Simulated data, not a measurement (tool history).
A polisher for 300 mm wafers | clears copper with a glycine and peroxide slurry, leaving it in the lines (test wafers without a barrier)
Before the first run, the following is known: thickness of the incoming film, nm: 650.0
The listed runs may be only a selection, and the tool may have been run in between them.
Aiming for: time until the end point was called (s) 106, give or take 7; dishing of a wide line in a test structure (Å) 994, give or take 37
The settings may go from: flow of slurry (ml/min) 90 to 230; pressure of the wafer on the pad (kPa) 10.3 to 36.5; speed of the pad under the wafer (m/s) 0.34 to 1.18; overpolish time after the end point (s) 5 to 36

run,hour,flow of slurry (ml/min),pressure of the wafer on the pad (kPa),speed of the pad under the wafer (m/s),overpolish time after the end point (s),time until the end point was called (s),dishing of a wide line in a test structure (Å)
1,0,150,23.4,0.76,18,125.16,582.01
2,3.2,150,17.9,0.76,18,159.16,486.27
3,5.1,145,20.7,0.78,20,139.48,590.63
4,6.4,170,20.7,0.78,20,135.27,597.03
5,12.1,165,22.1,0.78,22,134.97,687.11
6,18.2,165,24.1,0.78,23,121.2,746.69
7,27,165,24.8,0.78,24,120.38,808.31
8,27.6,165,25.5,0.78,25,109.51,827.11
9,30.6,165,25.5,0.8,26,113.07,889.61
10,33.2,165,26.2,0.8,26,110.92,883.03
11,33.8,165,26.2,0.8,27,111.24,912.33
12,35.6,170,26.2,0.8,27,113.02,922.27
13,40.2,170,26.9,0.8,27,108.97,929.23

Of the 5 settings listed for the next run, only one would bring every result within its allowed miss of target. Which one?
A,44.8,120,31,0.74,28,?,?
B,44.8,200,31,0.62,24,?,?
C,44.8,160,26.2,0.82,25,?,?
D,44.8,165,23.4,0.72,36,?,?
E,44.8,205,25.5,0.82,25,?,?

move,time until the end point was called (s),dishing of a wide line in a test structure (Å)
A,107.27,963.4
B,111.59,831.58
C,111.31,848.36
D,131.62,982.04
E,110.4,852.54
A: all results in spec
B: lands further from the targets than the last run did
C: lands further from the targets than the last run did
D: the furthest-off result lands on target, but another misses its tolerance
E: lands further from the targets than the last run did
A meets every target.
